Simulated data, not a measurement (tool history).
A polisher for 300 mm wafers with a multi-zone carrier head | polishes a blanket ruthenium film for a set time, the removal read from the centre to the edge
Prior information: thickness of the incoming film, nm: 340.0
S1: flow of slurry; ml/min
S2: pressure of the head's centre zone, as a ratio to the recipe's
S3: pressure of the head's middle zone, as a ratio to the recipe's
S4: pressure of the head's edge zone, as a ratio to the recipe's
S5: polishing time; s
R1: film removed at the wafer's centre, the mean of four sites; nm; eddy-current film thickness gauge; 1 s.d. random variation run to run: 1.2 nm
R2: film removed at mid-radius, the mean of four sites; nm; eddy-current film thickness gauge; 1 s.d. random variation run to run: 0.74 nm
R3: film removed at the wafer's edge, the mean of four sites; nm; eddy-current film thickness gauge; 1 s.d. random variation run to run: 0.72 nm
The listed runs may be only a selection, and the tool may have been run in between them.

run	hour	S1	S2	S3	S4	S5	R1	R2	R3
1	0	195	1	1	1	57	94.151	94.605	94.252
2	7.3	195	1	0.96	1	57	93.914	91.257	95.174
3	13.1	195	1.05	0.96	1	57	100.7	90.489	94.876
4	21.5	180	1.01	0.95	0.96	56	90.698	86.319	91.905
5	22.3	175	1	0.96	0.94	54	87.307	84.219	86.694
6	28.1	175	1.07	0.96	0.94	54	91.26	84.898	85.66

For run 7, what comes out?
7	29.9	160	1.04	0.96	0.93	54	?	?	?

R1: 87.332 nm
R2: 82.198 nm
R3: 85.314 nm
